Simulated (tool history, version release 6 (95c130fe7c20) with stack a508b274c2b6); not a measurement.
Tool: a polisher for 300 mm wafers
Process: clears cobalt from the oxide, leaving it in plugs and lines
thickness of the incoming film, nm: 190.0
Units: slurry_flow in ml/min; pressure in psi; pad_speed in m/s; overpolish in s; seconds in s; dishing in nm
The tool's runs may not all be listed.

run  hour  slurry_flow  pressure  pad_speed  overpolish  seconds  dishing
  1   0.0          180       2.5       1.02          27   31.891   59.182
  2   4.6          180       2.5       1.12          27   29.029   59.360
  3  12.3          180       2.0       1.08          28   33.704   58.734
  4  16.5          175       1.7       0.98          28   42.167   56.562
  5  18.8          215       1.7       0.98          28   40.142   53.130
     22.6  -- head pressure recalibrated
  6  22.6          205       1.5       0.94          29   46.715   55.705
  7  24.8          205       1.4       0.92          28   48.559   52.185

Forecast run 8:
  8  30.6          200       1.3       0.92          29        ?        ?

Run 8 gave seconds 50.805 s, dishing 51.605 nm.
